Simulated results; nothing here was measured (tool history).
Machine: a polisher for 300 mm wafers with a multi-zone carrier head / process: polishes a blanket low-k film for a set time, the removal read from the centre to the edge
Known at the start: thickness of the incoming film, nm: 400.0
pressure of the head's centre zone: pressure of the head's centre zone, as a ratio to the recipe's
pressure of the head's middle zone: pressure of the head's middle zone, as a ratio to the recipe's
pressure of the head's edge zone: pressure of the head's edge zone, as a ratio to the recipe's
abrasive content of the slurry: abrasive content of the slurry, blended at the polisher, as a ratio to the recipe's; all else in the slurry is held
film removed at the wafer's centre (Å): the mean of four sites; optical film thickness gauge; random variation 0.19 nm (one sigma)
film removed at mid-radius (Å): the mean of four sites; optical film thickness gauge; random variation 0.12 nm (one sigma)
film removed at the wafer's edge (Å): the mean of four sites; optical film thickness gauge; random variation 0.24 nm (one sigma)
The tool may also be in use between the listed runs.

run  hour  flow of slurry (ml/min)  pressure of the head's centre zone  pressure of the head's middle zone  pressure of the head's edge zone  abrasive content of the slurry  polishing time (s)  film removed at the wafer's centre (Å)  film removed at mid-radius (Å)  film removed at the wafer's edge (Å)
  1     0                      150                                   1                                   1                                 1                               1                  51                                  255.52                          262.01                                 257.9
  2   2.4                      150                                   1                                   1                                 1                               1                  61                                  317.64                          314.85                                311.61
  3   7.6                      140                                0.97                                0.99                                 1                             0.9                  59                                  269.63                          278.01                                281.29
  4  14.6                      140                                 0.9                                0.99                                 1                             0.9                  59                                  251.91                          279.09                                277.74
  5    22                      140                                 0.9                                0.99                                 1                             0.9                  67                                  279.06                          318.43                                314.27
  6  27.3                      140                                 0.9                                0.99                                 1                             0.8                  67                                  266.66                          295.12                                294.06
  7  33.7                      130                                0.88                                0.99                              1.01                            0.75                  65                                  233.18                          273.34                                273.38
  8  41.9                       95                                0.81                                0.89                              0.91                             0.5                  55                                  122.31                          142.88                                151.89
  9  42.7                      110                                0.81                                 0.9                              0.94                             0.5                  54                                  126.12                          146.74                                153.05
 10  47.9                      115                                0.81                                0.92                              0.98                             0.5                  53                                  121.46                          147.98                                157.65
 11  55.2                      115                                0.81                                0.92                              0.98                             0.5                  53                                  125.82                          147.71                                156.42
 12  60.7                      125                                0.81                                0.94                              1.01                             0.5                  53                                  125.59                          153.17                                158.86
 13  67.8                      125                                0.81                                0.94                              1.01                             0.5                  53                                   126.8                           154.8                                159.94

Run 14, settings as shown, results not yet in. Your forecast:
 14    69                      125                                0.81                                0.94                              1.01                             0.5                  53                                       ?                               ?                                     ?

film removed at the wafer's centre (Å): 126.84
film removed at mid-radius (Å): 153.79
film removed at the wafer's edge (Å): 161.21
